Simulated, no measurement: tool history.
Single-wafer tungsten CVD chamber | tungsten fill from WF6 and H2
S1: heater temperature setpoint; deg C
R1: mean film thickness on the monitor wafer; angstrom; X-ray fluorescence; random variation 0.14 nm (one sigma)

{"run": 1, "day": 0.0, "S1": 395, "chamber pressure (Pa)": 3773, "deposition time (s)": 27.9, "R1": 721.4}
{"run": 2, "day": 0.062, "S1": 391, "chamber pressure (Pa)": 3773, "deposition time (s)": 27.9, "R1": 668.3}
{"run": 3, "day": 0.254, "S1": 391, "chamber pressure (Pa)": 3773, "deposition time (s)": 27.9, "R1": 666.38}
{"run": 4, "day": 0.425, "S1": 391, "chamber pressure (Pa)": 3773, "deposition time (s)": 27.9, "R1": 667.31}
{"day": 0.592, "done": "capacitance manometer re-zeroed and calibrated"}
{"run": 5, "day": 0.592, "S1": 389, "chamber pressure (Pa)": 3760, "deposition time (s)": 27.9, "R1": 648.77}
{"run": 6, "day": 0.888, "S1": 389, "chamber pressure (Pa)": 4413, "deposition time (s)": 27.9, "R1": 695.41}
{"run": 7, "day": 1.092, "S1": 378, "chamber pressure (Pa)": 4373, "deposition time (s)": 27.9, "R1": 547.78}

Forecast run 8:
{"run": 8, "day": 1.379, "S1": 379, "chamber pressure (Pa)": 4373, "deposition time (s)": 27.9, "R1": "?"}

{"run 8": {"R1": 558.78}}
